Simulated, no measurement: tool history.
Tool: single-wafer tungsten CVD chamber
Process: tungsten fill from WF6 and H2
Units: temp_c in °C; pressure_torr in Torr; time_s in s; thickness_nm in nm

run	day	temp_c	pressure_torr	time_s	thickness_nm
1	0	380	48.3	40.6	102.29
2	0.025	385	48.6	40.6	115.21
3	0.233	385	54.9	40.6	122.04
4	0.512	391	54.9	40.6	140.15
5	0.854	391	47.5	40.6	129.55
6	1.167	393	47.6	40.6	135.62

Run 7 comes next. What will it give?
7	1.258	394	47.6	40.6	?

{"run 7": {"thickness_nm": 138.57}}
